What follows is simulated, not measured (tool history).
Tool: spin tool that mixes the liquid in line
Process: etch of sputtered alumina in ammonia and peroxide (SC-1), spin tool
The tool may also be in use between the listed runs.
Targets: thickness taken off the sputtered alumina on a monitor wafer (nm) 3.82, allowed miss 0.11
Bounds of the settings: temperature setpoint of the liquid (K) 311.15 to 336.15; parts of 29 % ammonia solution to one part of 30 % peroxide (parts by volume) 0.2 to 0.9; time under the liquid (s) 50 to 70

run  hour  temperature setpoint of the liquid (K)  parts of 29 % ammonia solution to one part of 30 % peroxide (parts by volume)  time under the liquid (s)  thickness taken off the sputtered alumina on a monitor wafer (nm)
  1     0                                  320.15                                                                            0.5                         70                                                             2.6117
  2   4.7                                  321.65                                                                            0.5                         70                                                             2.8613
  3  13.3                                  322.65                                                                            0.5                         70                                                             3.0167
  4  17.8                                  323.65                                                                            0.5                         70                                                             3.1985
  5  18.8                                  323.65                                                                           0.35                         70                                                             3.0845
  6  27.4                                  324.65                                                                           0.35                         70                                                             3.2391
  7  33.5                                  325.15                                                                           0.35                         70                                                             3.3284
  8  40.1                                  325.65                                                                           0.35                         70                                                             3.4135
  9  43.2                                  326.15                                                                           0.35                         70                                                             3.5433
 10  50.3                                  326.65                                                                           0.35                         70                                                             3.5956

4 next moves are on the table. One of them brings every result within its allowed miss. Which?
  A  57.4                                  327.15                                                                            0.4                         70                                                                  ?
  B  57.4                                  332.15                                                                           0.25                         50                                                                  ?
  C  57.4                                  328.65                                                                            0.3                         70                                                                  ?
  D  57.4                                  326.65                                                                            0.4                         65                                                                  ?

move  thickness taken off the sputtered alumina on a monitor wafer (nm)
   A                                                             3.7956
   B                                                              3.373
   C                                                             4.0003
   D                                                             3.4312
A: meets every target
B: further off than the last run
C: takes the result that was furthest off past its target
D: further off than the last run
Move A is the one to make.
